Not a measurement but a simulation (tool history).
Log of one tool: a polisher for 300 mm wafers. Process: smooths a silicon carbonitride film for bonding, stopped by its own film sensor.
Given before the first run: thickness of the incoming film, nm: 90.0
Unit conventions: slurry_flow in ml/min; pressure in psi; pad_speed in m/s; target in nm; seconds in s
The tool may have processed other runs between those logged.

run  hour  slurry_flow  pressure  pad_speed  slurry_solids  target  seconds
  1     0          250       1.6       1.12              1      78   48.089
  2   8.6          250       1.4        1.1              1      78   58.349
  3  16.6          250       1.3        1.1              1      78   59.784
  4  19.2          225       1.3        1.1              1      78    61.54
  5  21.6          225       1.5        1.1              1      78   54.403
  6  29.8          260       1.5        1.1              1      78   53.073

The next listed run, before its measurement:
     36.1  -- worn pad replaced by a new one
  7  36.1          260       1.3       1.08              1      78        ?

{"run 7": {"seconds": 58.396}}
